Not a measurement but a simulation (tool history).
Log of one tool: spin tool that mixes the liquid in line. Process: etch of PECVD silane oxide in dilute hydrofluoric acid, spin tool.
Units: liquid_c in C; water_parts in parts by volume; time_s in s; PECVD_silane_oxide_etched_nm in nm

Run 1, hour 0: liquid_c 20 C, water_parts 275 parts by volume, time_s 95 s. Result: PECVD_silane_oxide_etched_nm 13.19 nm.
Run 2, hour 3.1: liquid_c 21.5 C, water_parts 245 parts by volume, time_s 95 s. Result: PECVD_silane_oxide_etched_nm 16.132 nm.
Run 3, hour 4.9: liquid_c 21.5 C, water_parts 300 parts by volume, time_s 95 s. Result: PECVD_silane_oxide_etched_nm 12.407 nm.
Run 4, hour 9.3: liquid_c 22.5 C, water_parts 265 parts by volume, time_s 95 s. Result: PECVD_silane_oxide_etched_nm 15.078 nm.
At hour 14.9: thermometer replaced.
Run 5, hour 14.9: liquid_c 22.5 C, water_parts 350 parts by volume, time_s 95 s. Result: PECVD_silane_oxide_etched_nm 10.053 nm.
Run 6, hour 20.9: liquid_c 23.5 C, water_parts 305 parts by volume, time_s 95 s. Result: PECVD_silane_oxide_etched_nm 12.422 nm.
Run 7, hour 28.9: liquid_c 24 C, water_parts 265 parts by volume, time_s 95 s. Result: PECVD_silane_oxide_etched_nm 15.386 nm.
Run 8, hour 34.3: liquid_c 24.5 C, water_parts 235 parts by volume, time_s 95 s. Result: PECVD_silane_oxide_etched_nm 17.442 nm.
Run 9, hour 37.6: liquid_c 25 C, water_parts 210 parts by volume, time_s 95 s. Result: PECVD_silane_oxide_etched_nm 20.572 nm.
Run 10, hour 46.5: liquid_c 25.5 C, water_parts 195 parts by volume, time_s 95 s. Result: PECVD_silane_oxide_etched_nm 23.765 nm.
Run 11, hour 50.3: liquid_c 26 C, water_parts 185 parts by volume, time_s 95 s. Result: PECVD_silane_oxide_etched_nm 25.293 nm.
Run 12, hour 56.4: liquid_c 26 C, water_parts 185 parts by volume, time_s 95 s. Result: PECVD_silane_oxide_etched_nm 25.215 nm.
Run 13, hour 62.5: liquid_c 26.5 C, water_parts 180 parts by volume, time_s 95 s. Result: PECVD_silane_oxide_etched_nm 26.891 nm.
Run 14, hour 69.9: liquid_c 27 C, water_parts 175 parts by volume, time_s 95 s. Result: PECVD_silane_oxide_etched_nm 28.224 nm.

Run 15 comes next. What will it give?
Run 15, hour 71.4: liquid_c 27 C, water_parts 170 parts by volume, time_s 95 s. Result: PECVD_silane_oxide_etched_nm ?.

Run 15 gave PECVD_silane_oxide_etched_nm 29.378 nm.
